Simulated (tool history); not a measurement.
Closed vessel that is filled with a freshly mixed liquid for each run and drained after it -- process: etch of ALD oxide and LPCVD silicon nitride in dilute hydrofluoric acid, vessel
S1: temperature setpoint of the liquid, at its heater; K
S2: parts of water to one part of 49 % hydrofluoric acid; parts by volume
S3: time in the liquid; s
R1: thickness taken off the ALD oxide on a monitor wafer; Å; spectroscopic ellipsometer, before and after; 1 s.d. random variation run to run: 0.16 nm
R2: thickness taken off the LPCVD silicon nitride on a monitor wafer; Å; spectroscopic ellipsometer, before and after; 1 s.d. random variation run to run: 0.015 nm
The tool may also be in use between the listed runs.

Run 1, hour 0.0: S1 297.15 K, S2 55 parts by volume, S3 60 s. Result: R1 373.29 Å, R2 6.0045 Å.
Run 2, hour 5.5: S1 297.15 K, S2 70 parts by volume, S3 60 s. Result: R1 287.49 Å, R2 4.8245 Å.
Run 3, hour 9.1: S1 295.65 K, S2 75 parts by volume, S3 60 s. Result: R1 249.66 Å, R2 4.3378 Å.
Run 4, hour 12.9: S1 298.65 K, S2 75 parts by volume, S3 60 s. Result: R1 283.08 Å, R2 5.1802 Å.
Run 5, hour 15.6: S1 296.65 K, S2 75 parts by volume, S3 60 s. Result: R1 259.67 Å, R2 4.2993 Å.
Run 6, hour 17.3: S1 296.65 K, S2 75 parts by volume, S3 80 s. Result: R1 343.76 Å, R2 6.3059 Å.
Run 7, hour 23.3: S1 294.65 K, S2 80 parts by volume, S3 80 s. Result: R1 299.13 Å, R2 4.5550 Å.
Run 8, hour 31.4: S1 294.65 K, S2 85 parts by volume, S3 80 s. Result: R1 278.71 Å, R2 4.7030 Å.
Run 9, hour 37.1: S1 293.65 K, S2 90 parts by volume, S3 80 s. Result: R1 250.96 Å, R2 4.0368 Å.
Run 10, hour 43.7: S1 293.15 K, S2 95 parts by volume, S3 80 s. Result: R1 233.07 Å, R2 3.7283 Å.
Run 11, hour 50.9: S1 293.15 K, S2 95 parts by volume, S3 80 s. Result: R1 233.83 Å, R2 3.6063 Å.

What will run 12 give?
Run 12, hour 59.3: S1 293.15 K, S2 100 parts by volume, S3 80 s. Result: R1 ?, R2 ?.

R1: 216.81 Å
R2: 3.5044 Å
